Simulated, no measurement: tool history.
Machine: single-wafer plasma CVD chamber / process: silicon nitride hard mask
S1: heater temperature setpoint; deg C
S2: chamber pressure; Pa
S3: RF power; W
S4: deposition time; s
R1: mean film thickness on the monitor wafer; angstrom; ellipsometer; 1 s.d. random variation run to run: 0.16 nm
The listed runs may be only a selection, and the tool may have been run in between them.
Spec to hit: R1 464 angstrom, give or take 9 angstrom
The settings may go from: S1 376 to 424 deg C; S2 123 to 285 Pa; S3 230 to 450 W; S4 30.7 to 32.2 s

run 1 hour=0 | S1=400 S2=204 S3=340 S4=32.2 | R1=407.98
run 2 hour=5.7 | S1=405 S2=204 S3=340 S4=32.2 | R1=407.44
run 3 hour=12.9 | S1=405 S2=204 S3=295 S4=32.2 | R1=367.05
run 4 hour=14.6 | S1=405 S2=219 S3=310 S4=32.2 | R1=390.49
run 5 hour=19.2 | S1=405 S2=219 S3=270 S4=32.2 | R1=348.85
run 6 hour=20.6 | S1=405 S2=231 S3=290 S4=32.2 | R1=374.84
run 7 hour=23.4 | S1=405 S2=240 S3=305 S4=32.2 | R1=393.98
run 8 hour=30.2 | S1=405 S2=248 S3=315 S4=32.2 | R1=408.2
run 9 hour=37.9 | S1=405 S2=255 S3=325 S4=32.2 | R1=421.84
run 10 hour=41.7 | S1=405 S2=260 S3=330 S4=32.2 | R1=426.29
run 11 hour=50.3 | S1=405 S2=264 S3=335 S4=32.2 | R1=434.55
run 12 hour=55 | S1=405 S2=268 S3=340 S4=32.2 | R1=437.72
run 13 hour=57 | S1=405 S2=271 S3=345 S4=32.2 | R1=445.51
run 14 hour=64.5 | S1=405 S2=273 S3=350 S4=32.2 | R1=451.1

Pick the move, out of 5, that brings all results within their allowed miss; only one does.
run A hour=72 | S1=403 S2=283 S3=350 S4=31.9 | R1=?
run B hour=72 | S1=405 S2=284 S3=345 S4=31.6 | R1=?
run C hour=72 | S1=413 S2=276 S3=335 S4=32.2 | R1=?
run D hour=72 | S1=415 S2=261 S3=335 S4=32.2 | R1=?
run E hour=72 | S1=400 S2=280 S3=375 S4=31.5 | R1=?

move=A R1=451.14
move=B R1=442.57
move=C R1=436.78
move=D R1=430.13
move=E R1=466.79
A: neither nearer nor further off than the last run
B: misses by more than the last run did
C: misses by more than the last run did
D: misses by more than the last run did
E: in spec on every target
E meets every target.
